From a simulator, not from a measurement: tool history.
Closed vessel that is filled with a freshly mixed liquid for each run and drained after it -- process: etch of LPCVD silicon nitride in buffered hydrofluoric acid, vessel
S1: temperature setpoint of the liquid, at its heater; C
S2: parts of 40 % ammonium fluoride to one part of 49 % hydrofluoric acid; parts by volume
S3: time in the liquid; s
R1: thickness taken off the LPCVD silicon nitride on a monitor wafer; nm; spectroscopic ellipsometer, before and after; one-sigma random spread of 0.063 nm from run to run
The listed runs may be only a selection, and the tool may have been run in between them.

Run 1, day 0: S1 22 C, S2 12 parts by volume, S3 2155 s. Result: R1 22.723 nm.
Run 2, day 0.038: S1 22 C, S2 12 parts by volume, S3 2155 s. Result: R1 22.622 nm.
Run 3, day 0.092: S1 20.5 C, S2 13 parts by volume, S3 2155 s. Result: R1 19.17 nm.
Run 4, day 0.292: S1 19.5 C, S2 13.5 parts by volume, S3 2155 s. Result: R1 17.662 nm.
At day 0.621: hydrofluoric acid flow meter replaced.
Run 5, day 0.621: S1 19.5 C, S2 10.5 parts by volume, S3 2155 s. Result: R1 24.343 nm.
Run 6, day 0.833: S1 19.5 C, S2 10.5 parts by volume, S3 2305 s. Result: R1 26.429 nm.
Run 7, day 1.05: S1 19 C, S2 12 parts by volume, S3 2305 s. Result: R1 22.107 nm.
Run 8, day 1.312: S1 18.5 C, S2 13 parts by volume, S3 2305 s. Result: R1 20.007 nm.
Run 9, day 1.371: S1 18.5 C, S2 13 parts by volume, S3 2305 s. Result: R1 20.138 nm.
Run 10, day 1.442: S1 18 C, S2 14 parts by volume, S3 2305 s. Result: R1 18.225 nm.
Run 11, day 1.758: S1 17.5 C, S2 15 parts by volume, S3 2305 s. Result: R1 16.493 nm.

Predict the results of run 12:
Run 12, day 1.846: S1 17.5 C, S2 15.5 parts by volume, S3 2305 s. Result: R1 ?.

{"run 12": {"R1": 16.032}}

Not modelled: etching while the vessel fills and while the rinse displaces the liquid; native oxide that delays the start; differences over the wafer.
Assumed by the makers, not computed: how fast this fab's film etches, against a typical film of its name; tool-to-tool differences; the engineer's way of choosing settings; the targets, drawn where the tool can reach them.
